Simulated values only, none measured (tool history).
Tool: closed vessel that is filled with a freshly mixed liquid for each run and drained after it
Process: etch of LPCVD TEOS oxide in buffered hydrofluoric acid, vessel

run,hour,temperature setpoint of the liquid (°C),parts of 40 % ammonium fluoride to one part of 49 % hydrofluoric acid (parts by volume),time in the liquid (s),thickness taken off the LPCVD TEOS oxide on a monitor wafer (Å)
1,0.0,24.0,19.5,100,2958.3
2,6.0,22.5,19.5,100,2668.2
3,11.1,21.5,19.5,100,2550.1
4,15.4,21.5,24.5,100,2172.2
5,17.3,21.5,24.5,110,2384.2
6,19.5,21.0,24.5,110,2316.5
7,26.5,20.5,24.5,110,2255.5

Forecast run 8:
8,28.3,20.0,24.5,110,?

thickness taken off the LPCVD TEOS oxide on a monitor wafer (Å): 2185.1
